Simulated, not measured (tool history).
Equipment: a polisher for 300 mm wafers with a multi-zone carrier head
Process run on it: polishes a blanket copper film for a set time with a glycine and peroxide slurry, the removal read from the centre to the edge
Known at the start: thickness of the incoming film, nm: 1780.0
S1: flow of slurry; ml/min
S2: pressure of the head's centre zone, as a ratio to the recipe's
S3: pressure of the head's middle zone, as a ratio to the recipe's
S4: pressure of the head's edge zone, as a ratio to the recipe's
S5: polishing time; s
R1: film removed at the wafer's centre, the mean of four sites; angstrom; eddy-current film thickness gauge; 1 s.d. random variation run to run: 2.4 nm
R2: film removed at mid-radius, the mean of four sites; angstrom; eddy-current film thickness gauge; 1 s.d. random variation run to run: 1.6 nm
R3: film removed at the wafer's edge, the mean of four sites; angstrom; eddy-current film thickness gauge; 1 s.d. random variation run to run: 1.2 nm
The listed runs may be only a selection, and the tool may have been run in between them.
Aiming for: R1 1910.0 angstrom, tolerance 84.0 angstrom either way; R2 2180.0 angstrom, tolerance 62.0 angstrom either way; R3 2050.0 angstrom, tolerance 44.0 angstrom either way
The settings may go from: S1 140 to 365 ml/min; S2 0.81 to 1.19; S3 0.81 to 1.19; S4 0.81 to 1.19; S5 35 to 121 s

run  hour   S1    S2    S3    S4  S5      R1      R2      R3
  1   0.0  235  1.00  1.00  1.00  78  3279.9  3249.7  3209.9
  2   1.9  230  0.97  0.99  0.97  72  2955.3  2952.4  2946.2
  3   7.2  230  0.97  0.99  1.02  72  2954.7  3020.6  2953.2
  4   8.7  225  0.95  0.99  1.01  67  2736.7  2766.3  2769.9
  5  17.0  225  0.93  1.01  1.00  62  2485.4  2561.7  2546.4
  6  19.6  220  0.91  1.03  0.98  60  2390.4  2582.4  2471.6
  7  25.8  215  0.89  1.03  0.96  58  2261.2  2483.7  2324.3
  8  29.0  205  0.87  1.02  0.95  57  2141.0  2393.3  2276.9

Below are 4 possible settings for the next run. Only one of them brings all results inside the allowed miss of their targets. Which is it?
  A  32.2  215  0.91  1.01  0.95  49   ?   ?   ?
  B  32.2  250  1.10  1.13  0.84  55   ?   ?   ?
  C  32.2  170  0.85  1.03  0.94  52   ?   ?   ?
  D  32.2  175  0.99  1.13  0.93  52   ?   ?   ?

move      R1      R2      R3
   A  1923.9  2070.3  1956.3
   B  2536.2  2585.4  2112.6
   C  1899.7  2193.1  2038.7
   D  2140.1  2377.9  2031.2
A: the result that was furthest off in the last run now lies on the other side of its target
B: its largest miss is bigger than the last run's
C: in spec on every target
D: the furthest-off result lands on target, but another misses its tolerance
Answer: C
